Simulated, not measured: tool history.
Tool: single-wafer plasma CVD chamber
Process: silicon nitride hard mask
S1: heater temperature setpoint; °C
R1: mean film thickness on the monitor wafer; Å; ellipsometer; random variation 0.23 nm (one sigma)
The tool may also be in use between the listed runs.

{"run": 1, "hour": 0.0, "S1": 380, "chamber pressure (Pa)": 249, "RF power (W)": 390, "deposition time (s)": 39.7, "R1": 496.62}
{"run": 2, "hour": 6.8, "S1": 387, "chamber pressure (Pa)": 249, "RF power (W)": 390, "deposition time (s)": 39.7, "R1": 497.72}
{"run": 3, "hour": 12.1, "S1": 387, "chamber pressure (Pa)": 249, "RF power (W)": 435, "deposition time (s)": 39.7, "R1": 535.46}
{"run": 4, "hour": 17.1, "S1": 387, "chamber pressure (Pa)": 268, "RF power (W)": 435, "deposition time (s)": 39.7, "R1": 539.66}
{"run": 5, "hour": 25.0, "S1": 387, "chamber pressure (Pa)": 268, "RF power (W)": 435, "deposition time (s)": 39.7, "R1": 546.1}
{"run": 6, "hour": 31.7, "S1": 394, "chamber pressure (Pa)": 268, "RF power (W)": 435, "deposition time (s)": 39.7, "R1": 541.8}
{"run": 7, "hour": 33.0, "S1": 394, "chamber pressure (Pa)": 245, "RF power (W)": 385, "deposition time (s)": 39.2, "R1": 480.41}
{"run": 8, "hour": 37.6, "S1": 394, "chamber pressure (Pa)": 223, "RF power (W)": 360, "deposition time (s)": 39.0, "R1": 451.9}

The next listed run, before its measurement:
{"run": 9, "hour": 38.7, "S1": 394, "chamber pressure (Pa)": 207, "RF power (W)": 340, "deposition time (s)": 38.8, "R1": "?"}

R1: 424.48 Å
